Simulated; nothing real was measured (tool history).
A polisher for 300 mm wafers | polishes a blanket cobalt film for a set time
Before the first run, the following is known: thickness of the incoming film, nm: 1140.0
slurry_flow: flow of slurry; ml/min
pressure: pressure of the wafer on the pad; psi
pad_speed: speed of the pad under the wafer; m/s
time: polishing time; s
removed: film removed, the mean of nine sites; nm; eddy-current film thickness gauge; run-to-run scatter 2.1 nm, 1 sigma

Run 1, hour 0: slurry_flow 205 ml/min, pressure 2.2 psi, pad_speed 0.9 m/s, time 84 s. Result: removed 357.4 nm.
Run 2, hour 1.1: slurry_flow 205 ml/min, pressure 1.9 psi, pad_speed 0.88 m/s, time 84 s. Result: removed 305.06 nm.
Run 3, hour 2: slurry_flow 205 ml/min, pressure 1.7 psi, pad_speed 0.88 m/s, time 84 s. Result: removed 276.5 nm.
Run 4, hour 9.2: slurry_flow 205 ml/min, pressure 1.5 psi, pad_speed 0.88 m/s, time 84 s. Result: removed 244.68 nm.
Run 5, hour 14.7: slurry_flow 205 ml/min, pressure 2 psi, pad_speed 0.88 m/s, time 84 s. Result: removed 316.63 nm.
Run 6, hour 18: slurry_flow 205 ml/min, pressure 2 psi, pad_speed 0.88 m/s, time 88 s. Result: removed 338.38 nm.
Run 7, hour 24: slurry_flow 205 ml/min, pressure 1.8 psi, pad_speed 0.86 m/s, time 88 s. Result: removed 304.28 nm.
Run 8, hour 26.7: slurry_flow 205 ml/min, pressure 1.8 psi, pad_speed 0.86 m/s, time 88 s. Result: removed 296.58 nm.

Run 9 is up next; what results do you expect?
Run 9, hour 27.4: slurry_flow 205 ml/min, pressure 1.6 psi, pad_speed 0.86 m/s, time 88 s. Result: removed ?.

Run 9 yielded removed 264.76 nm.
